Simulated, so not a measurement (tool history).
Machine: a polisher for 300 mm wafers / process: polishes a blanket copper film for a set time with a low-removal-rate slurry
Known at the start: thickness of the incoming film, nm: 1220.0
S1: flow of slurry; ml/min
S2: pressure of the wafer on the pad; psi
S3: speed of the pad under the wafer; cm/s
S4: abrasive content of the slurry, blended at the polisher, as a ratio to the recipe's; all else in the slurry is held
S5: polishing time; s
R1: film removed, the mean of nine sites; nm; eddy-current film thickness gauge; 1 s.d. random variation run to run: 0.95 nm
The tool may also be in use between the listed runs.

run,hour,S1,S2,S3,S4,S5,R1
1,0.0,260,2.0,84,1.0,41,58.659
2,4.8,200,2.0,84,1.0,41,58.381
3,6.0,200,2.2,84,1.0,41,61.514
4,13.7,200,2.6,84,1.0,41,71.019
5,17.9,200,2.2,84,1.0,41,62.424
6,26.9,200,1.9,84,1.0,41,56.471
7,30.3,200,2.2,86,1.0,41,64.094
8,39.3,200,2.5,86,1.0,41,70.128
9,40.5,200,2.7,88,1.0,41,75.768
10,44.3,200,2.8,88,1.0,41,77.723

Run 11, settings as shown, results not yet in. Your forecast:
11,47.2,200,2.9,90,1.0,41,?

{"run 11": {"R1": 82.353}}
